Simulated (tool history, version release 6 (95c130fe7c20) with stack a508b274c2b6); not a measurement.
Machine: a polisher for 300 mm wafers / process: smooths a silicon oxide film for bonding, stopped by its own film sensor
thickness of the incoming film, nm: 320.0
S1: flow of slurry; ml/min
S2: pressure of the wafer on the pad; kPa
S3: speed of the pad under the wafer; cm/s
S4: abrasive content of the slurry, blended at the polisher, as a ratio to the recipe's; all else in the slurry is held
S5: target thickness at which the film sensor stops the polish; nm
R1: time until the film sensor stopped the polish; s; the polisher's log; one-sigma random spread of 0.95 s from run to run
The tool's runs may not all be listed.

run  hour   S1    S2  S3   S4   S5       R1
  1   0.0  130  14.5  68  1.0  289   66.468
  2   1.2  160  14.5  68  1.0  289   64.335
  3   9.8  160  14.5  68  1.0  293   55.556
  4  12.0  160  11.7  68  1.0  293   67.813
  5  20.8  155  11.0  68  1.0  293   72.231
  6  24.5  150  11.0  68  1.0  293   73.029
  7  32.8  145  11.0  68  1.0  293   73.059
  8  39.8  130   6.9  66  1.0  293  114.930
  9  43.9  135   6.9  66  1.0  293  113.090
 10  45.1  140   6.9  66  1.0  293  113.760
 11  45.7  145   6.9  66  1.0  293  112.160
 12  51.2  150   6.9  66  1.0  293  111.940

The next listed run, before its measurement:
 13  53.6  165  9.7  66  1.0  293   ?

Run 13 measured R1 82.410 s.
